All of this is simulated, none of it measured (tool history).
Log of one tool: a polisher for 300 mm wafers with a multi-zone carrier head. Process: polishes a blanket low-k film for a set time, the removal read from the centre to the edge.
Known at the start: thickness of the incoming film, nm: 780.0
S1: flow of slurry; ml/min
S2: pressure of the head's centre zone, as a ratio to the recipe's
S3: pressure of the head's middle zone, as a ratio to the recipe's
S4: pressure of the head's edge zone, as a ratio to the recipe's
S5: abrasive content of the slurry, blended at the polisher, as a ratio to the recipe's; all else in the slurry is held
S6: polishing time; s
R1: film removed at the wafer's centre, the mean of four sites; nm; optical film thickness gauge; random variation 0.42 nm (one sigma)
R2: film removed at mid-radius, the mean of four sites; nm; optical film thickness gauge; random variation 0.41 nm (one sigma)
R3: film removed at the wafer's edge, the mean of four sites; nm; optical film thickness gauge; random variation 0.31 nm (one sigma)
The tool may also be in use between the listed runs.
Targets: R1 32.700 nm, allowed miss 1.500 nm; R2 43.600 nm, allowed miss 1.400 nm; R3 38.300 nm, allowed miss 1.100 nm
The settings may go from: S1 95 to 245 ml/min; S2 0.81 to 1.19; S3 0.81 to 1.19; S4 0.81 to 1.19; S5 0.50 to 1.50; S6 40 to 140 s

run,day,S1,S2,S3,S4,S5,S6,R1,R2,R3
1,0.000,155,1.00,1.00,1.00,1.00,90,34.626,36.875,35.302
2,0.254,165,0.97,1.02,1.01,1.00,90,34.598,37.112,36.173
3,0.588,160,0.94,1.06,1.00,1.05,90,33.163,38.770,36.254
4,0.792,165,0.93,1.09,1.01,1.05,90,33.155,39.756,36.827
5,0.933,165,0.85,1.09,1.01,1.05,90,31.370,40.348,36.606
# day 1.033: worn pad replaced by a new one
6,1.033,170,0.85,1.10,1.01,1.05,90,35.323,46.216,40.633
7,1.350,150,0.83,1.10,0.99,1.05,90,33.070,44.153,40.407
8,1.404,155,0.83,1.10,0.99,1.05,90,32.976,44.219,40.254
9,1.625,160,0.83,1.11,1.00,1.05,90,33.585,45.251,40.379

Which of these 4 next moves meets every target?
A,1.846,125,0.91,1.18,1.15,0.80,96,?,?,?
B,1.846,135,0.81,1.12,0.99,1.10,93,?,?,?
C,1.846,185,0.83,1.19,0.95,1.00,86,?,?,?
D,1.846,185,0.85,1.12,0.98,1.40,76,?,?,?

move,R1,R2,R3
A,33.578,43.439,39.986
B,33.225,46.246,40.997
C,32.672,46.225,37.541
D,33.222,43.677,37.871
A: nearer than the last run, and not there yet
B: further off than the last run
C: brings the result that was furthest off to its target, and leaves another outside
D: meets every target
Answer: D
